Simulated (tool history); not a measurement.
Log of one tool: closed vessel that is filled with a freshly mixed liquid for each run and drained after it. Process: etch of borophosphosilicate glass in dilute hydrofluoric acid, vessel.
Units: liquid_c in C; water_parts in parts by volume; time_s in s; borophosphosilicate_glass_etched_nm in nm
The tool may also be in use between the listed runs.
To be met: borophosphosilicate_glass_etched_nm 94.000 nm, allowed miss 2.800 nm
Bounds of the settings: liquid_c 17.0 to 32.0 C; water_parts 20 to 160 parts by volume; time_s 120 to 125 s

run  hour  liquid_c  water_parts  time_s  borophosphosilicate_glass_etched_nm
  1   0.0      24.0           90     120                               74.940
  2   0.8      25.5           90     120                               79.445
  3   1.8      22.5           90     120                               71.183
  4   9.6      22.5           65     120                              100.180
  5  18.5      22.5           50     120                              134.490
  6  23.5      21.0           55     120                              112.870
  7  31.2      20.0           55     120                              108.320
  8  37.3      19.0           55     120                              104.090
  9  38.7      18.5           55     120                              100.630
 10  45.4      18.5           55     120                              101.600
 11  52.4      18.0           55     120                               99.773
 12  57.2      17.5           55     120                               97.675

Which of these 4 next moves meets every target?
  A  62.0      17.0           50     120                                    ?
  B  62.0      20.0           65     125                                    ?
  C  62.0      17.0           55     125                                    ?
  D  62.0      18.5           55     120                                    ?

move  borophosphosilicate_glass_etched_nm
   A                              104.550
   B                               93.614
   C                               98.454
   D                              100.830
A: further off than the last run
B: meets every target
C: further off than the last run
D: further off than the last run
Move B is the one to make.
